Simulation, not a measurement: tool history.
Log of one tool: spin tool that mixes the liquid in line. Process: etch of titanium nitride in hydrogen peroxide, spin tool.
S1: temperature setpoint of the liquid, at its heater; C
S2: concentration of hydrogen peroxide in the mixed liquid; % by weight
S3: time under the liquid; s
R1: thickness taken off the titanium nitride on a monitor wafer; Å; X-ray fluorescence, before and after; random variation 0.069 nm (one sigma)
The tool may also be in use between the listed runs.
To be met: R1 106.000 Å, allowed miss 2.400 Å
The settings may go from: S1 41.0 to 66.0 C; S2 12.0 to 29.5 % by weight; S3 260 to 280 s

run	hour	S1	S2	S3	R1
1	0.0	57.0	20.0	260	189.070
2	7.1	54.0	20.0	260	153.840
3	16.2	54.0	21.5	260	156.020
4	19.5	54.0	21.5	280	169.600
5	26.2	51.5	21.5	280	140.600
6	31.8	50.0	21.5	280	125.450
7	40.5	49.0	21.5	280	119.110
8	47.0	48.5	21.5	280	112.790
9	52.9	48.0	21.5	280	109.630

5 next moves are on the table. One of them brings every result within its allowed miss. Which?
A	58.8	48.0	21.5	260	?
B	58.8	48.0	21.0	275	?
C	58.8	48.5	21.0	280	?
D	58.8	47.0	19.5	280	?
E	58.8	47.5	19.0	280	?

move	R1
A	101.850
B	107.180
C	113.190
D	99.809
E	102.970
A: takes the result that was furthest off past its target
B: meets every target
C: further off than the last run
D: takes the result that was furthest off past its target
E: takes the result that was furthest off past its target
The right move is B.
